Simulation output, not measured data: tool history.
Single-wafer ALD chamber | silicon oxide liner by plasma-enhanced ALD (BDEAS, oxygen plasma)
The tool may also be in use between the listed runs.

run,hour,heater temperature setpoint (K),number of ALD cycles (cycles),mean film thickness on the monitor wafer (Å)
1,0.0,598.15,74,71.368
2,2.9,605.15,74,70.175
3,10.9,605.15,63,60.558
4,14.4,598.15,63,60.977
5,18.8,593.15,63,60.890
6,21.2,593.15,71,68.652
7,23.6,594.15,69,67.333
8,26.6,596.15,68,65.576
9,34.8,597.15,67,64.426
10,41.8,598.15,66,63.364
11,49.6,598.15,66,63.266
12,56.6,599.15,65,62.525
13,60.5,602.15,56,53.410
14,69.4,602.15,56,53.645
15,70.6,601.15,56,53.770

Run 16 comes next. What will it give?
16,77.0,600.15,56,?

{"run 16": {"mean film thickness on the monitor wafer (Å)": 53.714}}
